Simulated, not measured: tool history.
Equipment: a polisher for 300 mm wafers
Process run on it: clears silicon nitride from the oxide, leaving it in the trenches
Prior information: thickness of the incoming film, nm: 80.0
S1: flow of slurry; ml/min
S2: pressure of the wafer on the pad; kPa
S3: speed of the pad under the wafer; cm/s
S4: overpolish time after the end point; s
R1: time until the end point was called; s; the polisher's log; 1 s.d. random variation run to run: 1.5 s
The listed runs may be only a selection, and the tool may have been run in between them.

run	hour	S1	S2	S3	S4	R1
1	0	210	22.1	104	3	61.913
2	8.4	210	19.3	102	3	70.344
3	11.7	210	17.2	100	3	77.122
4	14.8	165	17.2	100	3	79.288
5	21.6	200	17.2	100	3	78.352
6	29.5	200	17.2	100	3	79.367
7	34.3	200	15.9	100	3	83.032

Run 8, settings as shown, results not yet in. Your forecast:
8	42	200	15.2	100	3	?

R1: 86.585 s

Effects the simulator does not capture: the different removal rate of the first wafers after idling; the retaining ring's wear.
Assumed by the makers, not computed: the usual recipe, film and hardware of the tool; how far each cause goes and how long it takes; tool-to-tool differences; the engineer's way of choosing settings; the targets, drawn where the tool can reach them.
